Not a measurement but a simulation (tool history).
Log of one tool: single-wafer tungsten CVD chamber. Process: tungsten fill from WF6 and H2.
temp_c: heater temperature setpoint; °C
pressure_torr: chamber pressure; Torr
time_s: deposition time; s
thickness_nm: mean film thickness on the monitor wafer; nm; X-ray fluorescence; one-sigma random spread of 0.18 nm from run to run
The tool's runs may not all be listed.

{"run": 1, "hour": 0.0, "temp_c": 395, "pressure_torr": 38.6, "time_s": 26.3, "thickness_nm": 82.5}
{"run": 2, "hour": 1.5, "temp_c": 395, "pressure_torr": 32.1, "time_s": 26.3, "thickness_nm": 75.231}
{"run": 3, "hour": 10.2, "temp_c": 393, "pressure_torr": 32, "time_s": 26.3, "thickness_nm": 72.633}
{"run": 4, "hour": 12.1, "temp_c": 393, "pressure_torr": 25.9, "time_s": 26.3, "thickness_nm": 64.99}
{"run": 5, "hour": 19.6, "temp_c": 392, "pressure_torr": 25.9, "time_s": 26.3, "thickness_nm": 64.072}
{"run": 6, "hour": 24.3, "temp_c": 391, "pressure_torr": 25.9, "time_s": 26.3, "thickness_nm": 63.166}
{"run": 7, "hour": 33.3, "temp_c": 390, "pressure_torr": 25.9, "time_s": 26.3, "thickness_nm": 61.944}

For run 8, what comes out?
{"hour": 37.4, "done": "thermocouple changed; heater temperature recalibrated"}
{"run": 8, "hour": 37.4, "temp_c": 389, "pressure_torr": 25.8, "time_s": 26.3, "thickness_nm": "?"}

thickness_nm: 56.844 nm

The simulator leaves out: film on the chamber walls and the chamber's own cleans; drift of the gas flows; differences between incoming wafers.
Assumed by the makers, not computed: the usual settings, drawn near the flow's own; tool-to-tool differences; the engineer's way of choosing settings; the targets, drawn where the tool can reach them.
